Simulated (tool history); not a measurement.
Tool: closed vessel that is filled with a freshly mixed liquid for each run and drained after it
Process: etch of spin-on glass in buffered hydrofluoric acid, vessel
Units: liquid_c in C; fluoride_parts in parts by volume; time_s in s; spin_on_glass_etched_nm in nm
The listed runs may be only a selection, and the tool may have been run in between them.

run  hour  liquid_c  fluoride_parts  time_s  spin_on_glass_etched_nm
  1     0        24               9     105                   457.71
  2   1.1        24            10.5     105                   396.56
  3   6.8      26.5             9.5     105                   499.39
  4  15.6        28             8.5     105                    589.9
  5  21.5        29               8     105                   651.96
  6  25.7        29               8     115                   710.67
  7  34.5        30             7.5     115                   807.96
  8  43.7      30.5             7.5     115                   830.18

What will run 9 give?
  9  50.7        31             7.5     115                        ?

spin_on_glass_etched_nm: 854.61 nm
